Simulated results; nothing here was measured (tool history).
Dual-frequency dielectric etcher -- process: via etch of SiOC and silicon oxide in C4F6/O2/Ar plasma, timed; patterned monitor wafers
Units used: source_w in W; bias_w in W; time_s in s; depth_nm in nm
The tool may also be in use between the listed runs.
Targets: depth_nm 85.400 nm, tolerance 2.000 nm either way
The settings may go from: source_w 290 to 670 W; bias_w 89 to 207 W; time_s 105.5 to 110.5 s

run	hour	source_w	bias_w	time_s	depth_nm
1	0.0	480	148	105.5	111.790
2	3.3	410	148	105.5	107.410
3	9.9	400	141	105.5	103.490
4	17.7	400	141	105.5	103.860
5	25.9	390	136	105.5	101.360
6	33.1	320	136	105.5	94.427
7	41.4	320	133	105.5	94.383
8	50.3	320	129	105.5	92.865
9	57.7	320	127	105.5	91.937
10	58.7	320	125	105.5	90.231
11	63.1	320	124	105.5	91.444
12	69.7	320	122	105.5	90.479
13	77.6	320	122	105.5	90.741
14	83.2	290	101	105.5	80.174
15	83.8	300	101	105.5	81.009
16	90.0	310	101	105.5	82.026

5 next moves are on the table. One of them brings every result within its allowed miss. Which?
A	96.2	300	93	106.0	?
B	96.2	300	102	106.0	?
C	96.2	300	93	110.5	?
D	96.2	290	114	106.5	?
E	96.2	330	107	110.0	?

move	depth_nm
A	78.916
B	82.475
C	82.266
D	86.305
E	90.368
A: its largest miss is bigger than the last run's
B: an improvement on the last run, though not all results are within tolerance
C: an improvement on the last run, though not all results are within tolerance
D: all results land within tolerance of their targets
E: takes the biggest miss from the last run beyond its target
So the answer is move D, the one that meets all the targets.
